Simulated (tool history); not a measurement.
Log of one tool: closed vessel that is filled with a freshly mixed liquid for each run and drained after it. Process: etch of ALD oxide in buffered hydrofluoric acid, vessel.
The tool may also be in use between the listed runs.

run,hour,temperature setpoint of the liquid (K),parts of 40 % ammonium fluoride to one part of 49 % hydrofluoric acid (parts by volume),time in the liquid (s),thickness taken off the ALD oxide on a monitor wafer (nm)
1,0.0,295.15,17,35,52.315
2,8.3,295.15,17,35,52.465
3,10.5,295.65,17,35,53.379
4,17.9,296.15,17,35,54.899
5,24.9,294.65,17,35,50.999
6,31.5,295.15,17,35,52.096
7,38.2,295.65,17,35,53.574
8,44.3,296.15,17,35,54.920

Run 9 comes next. What will it give?
9,46.4,296.65,17,35,?

Run 9 gave thickness taken off the ALD oxide on a monitor wafer (nm) 56.779.
